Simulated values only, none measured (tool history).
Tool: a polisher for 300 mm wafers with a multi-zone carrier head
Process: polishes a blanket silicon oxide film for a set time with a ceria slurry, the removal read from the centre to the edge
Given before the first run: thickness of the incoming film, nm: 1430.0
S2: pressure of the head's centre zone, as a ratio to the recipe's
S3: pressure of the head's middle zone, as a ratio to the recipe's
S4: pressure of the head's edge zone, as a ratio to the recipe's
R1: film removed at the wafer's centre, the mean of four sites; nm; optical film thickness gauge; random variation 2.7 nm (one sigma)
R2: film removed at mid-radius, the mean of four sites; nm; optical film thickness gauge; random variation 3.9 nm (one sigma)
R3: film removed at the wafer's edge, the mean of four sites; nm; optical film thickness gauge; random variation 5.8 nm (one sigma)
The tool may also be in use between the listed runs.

Run 1, hour 0: flow of slurry (ml/min) 120, S2 1, S3 1, S4 1, polishing time (s) 76. Result: R1 287.1 nm, R2 294.72 nm, R3 285.88 nm.
Run 2, hour 2: flow of slurry (ml/min) 125, S2 0.98, S3 1.01, S4 1.04, polishing time (s) 80. Result: R1 296.41 nm, R2 314.76 nm, R3 315.96 nm.
Run 3, hour 5.3: flow of slurry (ml/min) 135, S2 0.98, S3 1.03, S4 1.07, polishing time (s) 82. Result: R1 310.84 nm, R2 334.42 nm, R3 322.26 nm.
Run 4, hour 7.1: flow of slurry (ml/min) 135, S2 0.96, S3 1.03, S4 1.09, polishing time (s) 86. Result: R1 315.81 nm, R2 349.25 nm, R3 343.7 nm.
Run 5, hour 14.8: flow of slurry (ml/min) 135, S2 0.96, S3 1.03, S4 1.09, polishing time (s) 74. Result: R1 276.32 nm, R2 298.58 nm, R3 297.19 nm.
Run 6, hour 19.9: flow of slurry (ml/min) 130, S2 0.95, S3 1.03, S4 1.11, polishing time (s) 80. Result: R1 291.67 nm, R2 320.54 nm, R3 322.92 nm.

Estimate the outcome of run 7 from the log above:
Run 7, hour 21.5: flow of slurry (ml/min) 130, S2 0.94, S3 1.03, S4 1.12, polishing time (s) 84. Result: R1 ?, R2 ?, R3 ?.

Logged for run 7: R1 303.91 nm, R2 336.68 nm, R3 334.59 nm.

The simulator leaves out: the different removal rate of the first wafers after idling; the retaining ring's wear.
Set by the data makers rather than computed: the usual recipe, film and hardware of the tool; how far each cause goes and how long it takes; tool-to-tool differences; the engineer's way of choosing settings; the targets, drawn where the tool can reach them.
